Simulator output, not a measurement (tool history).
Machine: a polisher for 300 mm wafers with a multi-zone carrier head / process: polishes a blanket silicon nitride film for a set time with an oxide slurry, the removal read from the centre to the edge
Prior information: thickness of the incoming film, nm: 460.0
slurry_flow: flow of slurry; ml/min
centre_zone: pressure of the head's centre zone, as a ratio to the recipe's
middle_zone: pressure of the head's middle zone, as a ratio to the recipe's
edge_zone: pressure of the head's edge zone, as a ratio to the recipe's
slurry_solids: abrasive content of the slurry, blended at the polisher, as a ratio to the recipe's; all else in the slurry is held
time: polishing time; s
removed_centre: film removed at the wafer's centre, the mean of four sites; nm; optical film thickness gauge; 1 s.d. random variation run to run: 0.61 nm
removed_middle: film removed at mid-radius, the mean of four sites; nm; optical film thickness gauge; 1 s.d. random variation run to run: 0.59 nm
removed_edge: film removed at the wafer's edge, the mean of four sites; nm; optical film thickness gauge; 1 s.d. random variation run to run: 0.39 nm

Run 1, hour 0.0: slurry_flow 210 ml/min, centre_zone 1.00, middle_zone 1.00, edge_zone 1.00, slurry_solids 1.00, time 69 s. Result: removed_centre 64.267 nm, removed_middle 65.274 nm, removed_edge 67.396 nm.
Run 2, hour 4.9: slurry_flow 210 ml/min, centre_zone 1.00, middle_zone 1.00, edge_zone 1.00, slurry_solids 1.00, time 78 s. Result: removed_centre 73.750 nm, removed_middle 73.427 nm, removed_edge 76.681 nm.
Run 3, hour 11.6: slurry_flow 235 ml/min, centre_zone 1.00, middle_zone 1.00, edge_zone 1.00, slurry_solids 1.00, time 78 s. Result: removed_centre 75.053 nm, removed_middle 74.544 nm, removed_edge 78.133 nm.
Run 4, hour 19.5: slurry_flow 225 ml/min, centre_zone 1.01, middle_zone 0.98, edge_zone 0.96, slurry_solids 0.90, time 77 s. Result: removed_centre 70.588 nm, removed_middle 68.224 nm, removed_edge 70.617 nm.
Run 5, hour 27.4: slurry_flow 215 ml/min, centre_zone 1.01, middle_zone 0.95, edge_zone 0.93, slurry_solids 0.80, time 77 s. Result: removed_centre 67.363 nm, removed_middle 63.062 nm, removed_edge 65.439 nm.
Run 6, hour 35.8: slurry_flow 235 ml/min, centre_zone 1.01, middle_zone 0.95, edge_zone 0.93, slurry_solids 0.80, time 77 s. Result: removed_centre 67.384 nm, removed_middle 63.463 nm, removed_edge 66.571 nm.
Run 7, hour 40.1: slurry_flow 220 ml/min, centre_zone 1.01, middle_zone 0.93, edge_zone 0.90, slurry_solids 0.75, time 77 s. Result: removed_centre 64.603 nm, removed_middle 60.386 nm, removed_edge 63.624 nm.
Run 8, hour 41.8: slurry_flow 200 ml/min, centre_zone 1.07, middle_zone 0.89, edge_zone 0.81, slurry_solids 0.50, time 73 s. Result: removed_centre 51.603 nm, removed_middle 43.556 nm, removed_edge 45.741 nm.

What does the tool deliver on the next run?
Run 9, hour 47.8: slurry_flow 220 ml/min, centre_zone 1.07, middle_zone 0.90, edge_zone 0.83, slurry_solids 0.50, time 73 s. Result: removed_centre ?, removed_middle ?, removed_edge ?.

removed_centre: 53.125 nm
removed_middle: 44.793 nm
removed_edge: 46.357 nm
